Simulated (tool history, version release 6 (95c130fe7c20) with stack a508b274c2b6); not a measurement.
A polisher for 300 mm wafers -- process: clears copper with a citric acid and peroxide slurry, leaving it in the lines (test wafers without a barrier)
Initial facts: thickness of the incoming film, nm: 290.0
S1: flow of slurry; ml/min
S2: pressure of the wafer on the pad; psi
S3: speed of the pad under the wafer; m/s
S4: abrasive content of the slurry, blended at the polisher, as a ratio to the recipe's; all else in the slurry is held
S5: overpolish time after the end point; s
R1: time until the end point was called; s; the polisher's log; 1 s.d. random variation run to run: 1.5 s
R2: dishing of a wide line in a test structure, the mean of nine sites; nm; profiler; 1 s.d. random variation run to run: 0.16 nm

run,hour,S1,S2,S3,S4,S5,R1,R2
1,0,265,4.1,1.06,1,12,97.447,26.986
2,4.2,265,3.6,1.02,1,10,112.44,20.068
3,8.2,265,3.6,0.84,1,10,132.19,17.45
4,16.3,210,3.6,0.84,1,10,136.88,17.167
5,17.4,210,3.6,0.84,0.9,10,137,17.139
6,23.4,225,3.2,0.84,0.9,8,150.62,12.466
7,31.1,230,2.2,0.84,0.9,5,205.73,5.8054

Run 8, settings as shown, results not yet in. Your forecast:
8,36.1,230,2.3,0.84,0.9,5,?,?

{"run 8": {"R1": 196.72, "R2": 6.1024}}
